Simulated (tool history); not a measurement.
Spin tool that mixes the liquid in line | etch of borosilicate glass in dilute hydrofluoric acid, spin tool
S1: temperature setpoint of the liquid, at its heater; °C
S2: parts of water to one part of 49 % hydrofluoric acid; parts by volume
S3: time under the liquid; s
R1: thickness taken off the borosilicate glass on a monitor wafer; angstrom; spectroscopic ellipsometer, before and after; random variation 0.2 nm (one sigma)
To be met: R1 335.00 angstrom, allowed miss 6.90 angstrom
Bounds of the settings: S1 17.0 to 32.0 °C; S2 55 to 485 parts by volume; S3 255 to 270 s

run  hour    S1   S2   S3      R1
  1   0.0  24.0  270  255  193.97
  2   6.5  26.5  250  255  233.99
  3  10.0  28.0  240  255  258.80
  4  10.8  28.0  240  270  270.84
  5  12.8  28.0  240  270  273.56
  6  17.1  29.0  235  270  291.09
  7  18.2  30.0  230  270  307.50
  8  20.1  30.5  230  270  315.43
  9  26.4  31.0  230  270  320.42

Which of these 5 next moves meets every target?
  A  32.7  32.0  225  265   ?
  B  32.7  32.0  240  255   ?
  C  32.7  29.0  200  270   ?
  D  32.7  32.0  250  270   ?
  E  32.7  29.5  235  270   ?

move      R1
   A  334.87
   B  296.57
   C  357.31
   D  297.82
   E  296.83
A: meets every target
B: further off than the last run
C: takes the result that was furthest off past its target
D: further off than the last run
E: further off than the last run
The right move is A.
